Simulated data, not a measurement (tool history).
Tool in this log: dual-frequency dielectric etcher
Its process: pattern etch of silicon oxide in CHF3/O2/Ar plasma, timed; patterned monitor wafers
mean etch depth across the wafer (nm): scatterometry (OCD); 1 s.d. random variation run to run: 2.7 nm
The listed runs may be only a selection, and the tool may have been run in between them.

run    day  source power (kW)  bias power (kW)  etch time (s)  mean etch depth across the wafer (nm)
  1      0               0.81            0.213            417                                 1005.9
  2  0.104               0.81            0.194            417                                 959.99
  3  0.438               0.74            0.191            417                                 920.22
  4  0.608               0.74            0.169            417                                 863.83
  5  0.771               0.74            0.169            437                                 901.13
  6  0.921               0.74            0.169            437                                 900.48
  7  1.179               0.71            0.168            437                                 886.14

Forecast run 8:
  8  1.321               0.71            0.168            437                                      ?

{"run 8": {"mean etch depth across the wafer (nm)": 891.99}}
